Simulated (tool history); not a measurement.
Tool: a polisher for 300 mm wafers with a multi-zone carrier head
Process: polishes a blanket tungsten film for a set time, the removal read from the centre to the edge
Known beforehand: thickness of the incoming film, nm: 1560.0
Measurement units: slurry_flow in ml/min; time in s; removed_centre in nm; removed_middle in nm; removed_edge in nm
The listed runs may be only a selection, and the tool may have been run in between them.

Run 1, hour 0: slurry_flow 310 ml/min, centre_zone 1, middle_zone 1, edge_zone 1, slurry_solids 1, time 88 s. Result: removed_centre 384.95 nm, removed_middle 409.68 nm, removed_edge 424.98 nm.
Run 2, hour 3: slurry_flow 310 ml/min, centre_zone 1, middle_zone 0.93, edge_zone 1, slurry_solids 1, time 88 s. Result: removed_centre 370.77 nm, removed_middle 385.71 nm, removed_edge 432.42 nm.
Run 3, hour 5: slurry_flow 315 ml/min, centre_zone 1, middle_zone 0.95, edge_zone 1.01, slurry_solids 1.05, time 89 s. Result: removed_centre 384.36 nm, removed_middle 401.59 nm, removed_edge 441.74 nm.
Run 4, hour 6.2: slurry_flow 315 ml/min, centre_zone 1, middle_zone 1, edge_zone 1.01, slurry_solids 1.05, time 89 s. Result: removed_centre 394.42 nm, removed_middle 424.35 nm, removed_edge 439.52 nm.
Run 5, hour 13: slurry_flow 320 ml/min, centre_zone 1.01, middle_zone 1.01, edge_zone 1.03, slurry_solids 1.1, time 89 s. Result: removed_centre 390.82 nm, removed_middle 431.32 nm, removed_edge 449.04 nm.
Run 6, hour 19.7: slurry_flow 320 ml/min, centre_zone 1.01, middle_zone 0.96, edge_zone 1.03, slurry_solids 1.1, time 89 s. Result: removed_centre 394.12 nm, removed_middle 418.75 nm, removed_edge 456.37 nm.
Run 7, hour 23.6: slurry_flow 325 ml/min, centre_zone 1.02, middle_zone 0.97, edge_zone 1.04, slurry_solids 1.15, time 89 s. Result: removed_centre 409.26 nm, removed_middle 423.97 nm, removed_edge 458.51 nm.
Run 8, hour 24.3: slurry_flow 330 ml/min, centre_zone 1.02, middle_zone 0.98, edge_zone 1.05, slurry_solids 1.2, time 89 s. Result: removed_centre 418.26 nm, removed_middle 432.24 nm, removed_edge 465.97 nm.

Run 9 comes next. What will it give?
Run 9, hour 24.9: slurry_flow 330 ml/min, centre_zone 1.02, middle_zone 0.99, edge_zone 1.06, slurry_solids 1.25, time 89 s. Result: removed_centre ?, removed_middle ?, removed_edge ?.

removed_centre: 418.89 nm
removed_middle: 443.31 nm
removed_edge: 475.21 nm

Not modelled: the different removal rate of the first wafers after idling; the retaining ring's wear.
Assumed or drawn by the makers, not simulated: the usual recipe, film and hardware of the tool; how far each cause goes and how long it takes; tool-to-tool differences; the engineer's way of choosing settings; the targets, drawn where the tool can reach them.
